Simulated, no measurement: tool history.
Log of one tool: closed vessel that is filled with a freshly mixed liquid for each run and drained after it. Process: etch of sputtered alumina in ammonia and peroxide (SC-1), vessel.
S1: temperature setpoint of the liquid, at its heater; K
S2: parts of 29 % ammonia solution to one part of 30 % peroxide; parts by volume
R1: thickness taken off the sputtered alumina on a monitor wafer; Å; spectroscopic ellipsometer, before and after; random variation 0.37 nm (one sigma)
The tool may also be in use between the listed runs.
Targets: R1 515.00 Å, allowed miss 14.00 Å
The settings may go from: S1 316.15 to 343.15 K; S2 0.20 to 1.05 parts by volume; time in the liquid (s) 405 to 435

run 1 hour=0.0 | S1=332.15 S2=0.55 time_in_the_liquid_(s)=405 | R1=290.28
run 2 hour=6.1 | S1=332.15 S2=0.55 time_in_the_liquid_(s)=435 | R1=314.20
run 3 hour=7.9 | S1=332.15 S2=0.45 time_in_the_liquid_(s)=435 | R1=307.20
run 4 hour=12.4 | S1=327.65 S2=0.45 time_in_the_liquid_(s)=435 | R1=241.81
run 5 hour=13.8 | S1=332.15 S2=0.45 time_in_the_liquid_(s)=435 | R1=313.44
run 6 hour=19.8 | S1=334.65 S2=0.45 time_in_the_liquid_(s)=435 | R1=350.62
run 7 hour=20.9 | S1=337.15 S2=0.45 time_in_the_liquid_(s)=435 | R1=393.32
run 8 hour=27.9 | S1=338.65 S2=0.45 time_in_the_liquid_(s)=435 | R1=430.25
run 9 hour=29.9 | S1=339.65 S2=0.45 time_in_the_liquid_(s)=435 | R1=451.77
run 10 hour=32.1 | S1=340.65 S2=0.45 time_in_the_liquid_(s)=435 | R1=470.88
run 11 hour=38.5 | S1=341.15 S2=0.45 time_in_the_liquid_(s)=435 | R1=489.00
run 12 hour=45.8 | S1=341.65 S2=0.45 time_in_the_liquid_(s)=435 | R1=495.73

4 next moves are on the table. One of them brings every result within its allowed miss. Which?
run A hour=53.1 | S1=342.15 S2=0.35 time_in_the_liquid_(s)=420 | R1=?
run B hour=53.1 | S1=343.15 S2=0.55 time_in_the_liquid_(s)=430 | R1=?
run C hour=53.1 | S1=342.15 S2=0.50 time_in_the_liquid_(s)=435 | R1=?
run D hour=53.1 | S1=342.65 S2=0.80 time_in_the_liquid_(s)=430 | R1=?

move=A R1=480.33
move=B R1=538.47
move=C R1=514.48
move=D R1=544.56
A: further off than the last run
B: takes the result that was furthest off past its target
C: meets every target
D: takes the result that was furthest off past its target
Move C is the one to make.

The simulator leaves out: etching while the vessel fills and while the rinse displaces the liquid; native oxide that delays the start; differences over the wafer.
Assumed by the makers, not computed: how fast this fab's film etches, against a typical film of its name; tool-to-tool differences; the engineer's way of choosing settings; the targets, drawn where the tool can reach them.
